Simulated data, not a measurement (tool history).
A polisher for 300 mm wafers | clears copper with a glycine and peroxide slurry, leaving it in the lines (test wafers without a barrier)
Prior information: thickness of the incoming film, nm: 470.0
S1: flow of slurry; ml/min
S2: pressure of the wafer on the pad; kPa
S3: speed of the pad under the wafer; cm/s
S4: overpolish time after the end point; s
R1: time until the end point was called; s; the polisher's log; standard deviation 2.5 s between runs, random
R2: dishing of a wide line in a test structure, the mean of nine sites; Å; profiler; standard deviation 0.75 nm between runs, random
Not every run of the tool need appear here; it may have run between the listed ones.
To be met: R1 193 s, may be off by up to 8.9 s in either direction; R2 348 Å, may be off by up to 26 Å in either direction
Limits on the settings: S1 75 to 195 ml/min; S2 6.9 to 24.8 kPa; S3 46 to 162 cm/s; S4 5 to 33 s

run  hour   S1    S2   S3  S4      R1      R2
  1     0  125  15.9  104  17  109.15  454.21
  2   6.7  115  15.9  104  17  111.35     448
  3  15.2  115  14.5  102  17  120.05  401.23
  4  21.4  130  14.5  102  17  115.54  442.83
  5  27.4  130  13.1  102  17  122.86  397.57
  6  31.9  125  12.4  100  18  131.93  406.14
  7  33.2  120  11.7  100  18  139.93  398.64
  8  36.6  115    11  100  18  147.72  364.94
  9  41.2  110    11  100  19  153.58  374.79
 10  49.1  105    11  100  19  153.03  383.46
 11    54  100    11  100  19     155  367.79

Next run, 4 choices. One meets every target within its allowed miss, the rest don't. Which?
  A  58.9  105     9  106  19   ?   ?
  B  58.9  105    11   88  22   ?   ?
  C  58.9  135  17.2   94  13   ?   ?
  D  58.9   85  10.3   88  21   ?   ?

move      R1      R2
   A  172.65  333.82
   B  170.95  384.18
   C  106.94  373.92
   D  196.95  330.11
A: better than the last run, though not everything is in spec
B: better than the last run, though not everything is in spec
C: lands further from the targets than the last run did
D: hits every target within its allowed miss
D is the move that brings every result within its allowed miss.
